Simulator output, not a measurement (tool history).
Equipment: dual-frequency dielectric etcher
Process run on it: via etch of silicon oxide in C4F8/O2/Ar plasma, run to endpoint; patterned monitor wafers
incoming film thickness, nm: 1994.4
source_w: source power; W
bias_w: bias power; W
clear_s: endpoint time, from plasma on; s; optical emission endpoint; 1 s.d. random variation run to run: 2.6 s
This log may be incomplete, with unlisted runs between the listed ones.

run 1 hour=0.0 | source_w=2600 bias_w=1649 | clear_s=359.72
run 2 hour=7.6 | source_w=2430 bias_w=1649 | clear_s=379.31
run 3 hour=10.8 | source_w=2430 bias_w=1808 | clear_s=369.66
run 4 hour=12.8 | source_w=2140 bias_w=1671 | clear_s=409.99
run 5 hour=20.2 | source_w=1980 bias_w=1657 | clear_s=441.77
run 6 hour=27.1 | source_w=1980 bias_w=1791 | clear_s=428.64
run 7 hour=28.6 | source_w=1560 bias_w=1604 | clear_s=547.53
run 8 hour=37.7 | source_w=1680 bias_w=1608 | clear_s=510.79

Estimate the outcome of run 9 from the log above:
run 9 hour=39.8 | source_w=1750 bias_w=1611 | clear_s=?

Run 9 produced clear_s 490.01 s.
